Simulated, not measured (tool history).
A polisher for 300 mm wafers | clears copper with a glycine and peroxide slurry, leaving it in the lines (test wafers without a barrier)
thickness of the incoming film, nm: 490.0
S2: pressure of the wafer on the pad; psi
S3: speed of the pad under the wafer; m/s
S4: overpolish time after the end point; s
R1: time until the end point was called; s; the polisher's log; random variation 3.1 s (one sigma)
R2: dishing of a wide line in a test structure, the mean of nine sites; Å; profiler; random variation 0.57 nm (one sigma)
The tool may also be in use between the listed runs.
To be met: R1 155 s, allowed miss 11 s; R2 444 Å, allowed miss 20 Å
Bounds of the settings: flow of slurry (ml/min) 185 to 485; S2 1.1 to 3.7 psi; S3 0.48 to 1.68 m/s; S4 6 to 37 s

{"run": 1, "hour": 0.0, "flow of slurry (ml/min)": 310, "S2": 2.4, "S3": 1.08, "S4": 19, "R1": 102.32, "R2": 421.4}
{"run": 2, "hour": 2.2, "flow of slurry (ml/min)": 310, "S2": 2.3, "S3": 1.06, "S4": 20, "R1": 105.77, "R2": 414.76}
{"run": 3, "hour": 8.7, "flow of slurry (ml/min)": 310, "S2": 2, "S3": 1.06, "S4": 20, "R1": 109.7, "R2": 411.95}
{"run": 4, "hour": 16.5, "flow of slurry (ml/min)": 255, "S2": 2, "S3": 1.06, "S4": 20, "R1": 114.6, "R2": 403.07}
{"run": 5, "hour": 25.4, "flow of slurry (ml/min)": 255, "S2": 2.2, "S3": 1.06, "S4": 20, "R1": 109.41, "R2": 415.8}
{"run": 6, "hour": 28.2, "flow of slurry (ml/min)": 305, "S2": 2.2, "S3": 1.06, "S4": 20, "R1": 111.44, "R2": 411.56}
{"run": 7, "hour": 29.4, "flow of slurry (ml/min)": 305, "S2": 2.1, "S3": 1.04, "S4": 21, "R1": 111.7, "R2": 427.5}
{"run": 8, "hour": 33.3, "flow of slurry (ml/min)": 305, "S2": 2, "S3": 1, "S4": 22, "R1": 121.6, "R2": 417.69}
{"run": 9, "hour": 37.6, "flow of slurry (ml/min)": 305, "S2": 1.9, "S3": 0.98, "S4": 23, "R1": 118.32, "R2": 428.35}
{"run": 10, "hour": 44.5, "flow of slurry (ml/min)": 305, "S2": 1.8, "S3": 0.94, "S4": 24, "R1": 128.63, "R2": 422.77}
{"run": 11, "hour": 51.4, "flow of slurry (ml/min)": 305, "S2": 1.7, "S3": 0.92, "S4": 25, "R1": 131.22, "R2": 417.37}
{"run": 12, "hour": 52.8, "flow of slurry (ml/min)": 305, "S2": 1.6, "S3": 0.9, "S4": 26, "R1": 144.44, "R2": 408.72}
{"run": 13, "hour": 60.3, "flow of slurry (ml/min)": 305, "S2": 1.6, "S3": 0.9, "S4": 27, "R1": 143.57, "R2": 437.42}

Which of these 4 next moves meets every target?
{"run": "A", "hour": 67.8, "flow of slurry (ml/min)": 290, "S2": 1.7, "S3": 0.92, "S4": 34, "R1": "?", "R2": "?"}
{"run": "B", "hour": 67.8, "flow of slurry (ml/min)": 230, "S2": 1.5, "S3": 0.86, "S4": 34, "R1": "?", "R2": "?"}
{"run": "C", "hour": 67.8, "flow of slurry (ml/min)": 305, "S2": 1.6, "S3": 0.98, "S4": 30, "R1": "?", "R2": "?"}
{"run": "D", "hour": 67.8, "flow of slurry (ml/min)": 345, "S2": 1.6, "S3": 0.8, "S4": 29, "R1": "?", "R2": "?"}

move=A R1=134.46 R2=507.33
move=B R1=152.1 R2=474.2
move=C R1=131 R2=477.24
move=D R1=149.22 R2=438.65
A: further off than the last run
B: brings the result that was furthest off to its target, and leaves another outside
C: further off than the last run
D: meets every target
Answer: D

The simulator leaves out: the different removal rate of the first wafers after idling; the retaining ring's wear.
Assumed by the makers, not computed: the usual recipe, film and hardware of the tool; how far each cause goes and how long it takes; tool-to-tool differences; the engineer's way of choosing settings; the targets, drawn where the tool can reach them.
